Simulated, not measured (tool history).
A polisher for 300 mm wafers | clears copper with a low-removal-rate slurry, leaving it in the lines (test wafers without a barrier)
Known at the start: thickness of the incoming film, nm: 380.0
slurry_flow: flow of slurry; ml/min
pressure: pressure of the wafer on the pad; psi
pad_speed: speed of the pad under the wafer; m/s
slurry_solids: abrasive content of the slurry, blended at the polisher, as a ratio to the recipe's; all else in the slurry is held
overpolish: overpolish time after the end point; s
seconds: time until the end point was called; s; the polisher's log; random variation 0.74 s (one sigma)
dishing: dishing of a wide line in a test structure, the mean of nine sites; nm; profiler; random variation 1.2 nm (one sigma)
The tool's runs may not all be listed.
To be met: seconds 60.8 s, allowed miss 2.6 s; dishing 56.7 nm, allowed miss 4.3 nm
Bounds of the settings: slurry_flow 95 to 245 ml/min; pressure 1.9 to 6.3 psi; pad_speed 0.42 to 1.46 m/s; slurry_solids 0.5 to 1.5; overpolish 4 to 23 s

run  hour  slurry_flow  pressure  pad_speed  slurry_solids  overpolish  seconds  dishing
  1     0          155       4.1       0.94              1          12   87.447   35.635
  2   7.6          155       4.4       0.94              1          12   82.481   37.104
  3  12.8          190       4.4       0.94              1          12   79.002   38.691
  4  15.4          190       4.6       0.94              1          12   76.724   40.851
  5  23.7          190       4.6       0.86              1          12   81.873   37.991
  6  24.6          190       4.9       0.86              1          12   78.268   40.102
  7  31.8          190       5.1       0.86              1          12   76.988   42.539
  8    37          195       5.3       0.86              1          12   71.755   42.695
  9    43          195       5.5       0.86              1          12   71.499   44.585

4 next moves are on the table. One of them brings every result within its allowed miss. Which?
  A    49          180       5.8       0.98           0.95          14        ?        ?
  B    49          225       5.5       0.84            1.3          12        ?        ?
  C    49          200       4.2       1.32           0.85          12        ?        ?
  D    49          215       6.2       0.96            1.1          10        ?        ?

move  seconds  dishing
   A   60.428   57.646
   B   67.785   45.248
   C   61.156    49.17
   D   55.099   46.437
A: meets every target
B: nearer than the last run, and not there yet
C: brings the result that was furthest off to its target, and leaves another outside
D: takes the result that was furthest off past its target
The right move is A.

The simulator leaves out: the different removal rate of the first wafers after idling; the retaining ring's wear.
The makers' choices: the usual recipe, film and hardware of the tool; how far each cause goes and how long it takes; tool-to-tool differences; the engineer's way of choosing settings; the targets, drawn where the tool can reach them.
